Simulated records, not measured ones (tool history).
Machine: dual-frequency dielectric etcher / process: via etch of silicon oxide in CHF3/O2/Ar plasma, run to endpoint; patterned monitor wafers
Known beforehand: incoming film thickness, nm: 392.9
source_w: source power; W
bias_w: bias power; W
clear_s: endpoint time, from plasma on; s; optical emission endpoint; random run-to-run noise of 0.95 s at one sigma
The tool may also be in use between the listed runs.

run	day	source_w	bias_w	clear_s
1	0.000	520	225	206.47
2	0.038	430	225	225.35
3	0.062	490	231	207.58
4	0.308	490	200	219.23
5	0.346	490	227	209.94
6	0.388	530	231	199.95
7	0.617	550	233	196.96

Predict the results of run 8:
8	0.825	570	235	?

Logged for run 8: clear_s 192.91 s.
